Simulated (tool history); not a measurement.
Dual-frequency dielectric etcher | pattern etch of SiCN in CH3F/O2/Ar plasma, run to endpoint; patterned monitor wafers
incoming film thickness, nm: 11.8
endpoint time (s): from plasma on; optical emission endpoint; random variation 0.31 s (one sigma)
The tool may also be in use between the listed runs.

run	hour	source power (kW)	bias power (kW)	endpoint time (s)
1	0	0.29	0.101	30.409
2	3.6	0.29	0.116	28.39
3	7.2	0.29	0.102	30.157
4	10.4	0.27	0.095	32.42
5	13.8	0.26	0.09	34.031
6	21.6	0.25	0.087	35.182
7	27.4	0.24	0.084	36.649
8	29.5	0.23	0.082	38.131
9	30.8	0.22	0.081	39.258
10	39.8	0.21	0.081	39.79

The next listed run, before its measurement:
11	44.6	0.21	0.08	?

{"run 11": {"endpoint time (s)": 39.833}}
